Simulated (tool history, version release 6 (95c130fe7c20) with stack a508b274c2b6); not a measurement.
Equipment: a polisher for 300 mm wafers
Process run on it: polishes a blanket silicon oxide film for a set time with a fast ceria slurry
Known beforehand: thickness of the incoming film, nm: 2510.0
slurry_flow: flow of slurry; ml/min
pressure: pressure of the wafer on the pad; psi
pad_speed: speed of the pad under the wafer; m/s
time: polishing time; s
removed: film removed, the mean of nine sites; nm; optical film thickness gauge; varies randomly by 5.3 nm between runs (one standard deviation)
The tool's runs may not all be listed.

| run | day | slurry_flow | pressure | pad_speed | time | removed |
|---|---|---|---|---|---|---|
| 1 | 0.000 | 180 | 3.5 | 1.20 | 22 | 473.99 |
| 2 | 0.254 | 185 | 3.7 | 1.20 | 22 | 490.83 |
| 3 | 0.442 | 185 | 4.0 | 1.20 | 22 | 522.55 |
| 4 | 0.550 | 185 | 4.4 | 1.20 | 22 | 573.68 |
| 5 | 0.642 | 155 | 4.4 | 1.20 | 22 | 561.25 |
| 6 | 0.771 | 165 | 4.5 | 1.20 | 22 | 575.15 |

The next listed run, before its measurement:
| 7 | 1.079 | 175 | 4.6 | 1.20 | 22 | ? |

removed: 592.42 nm
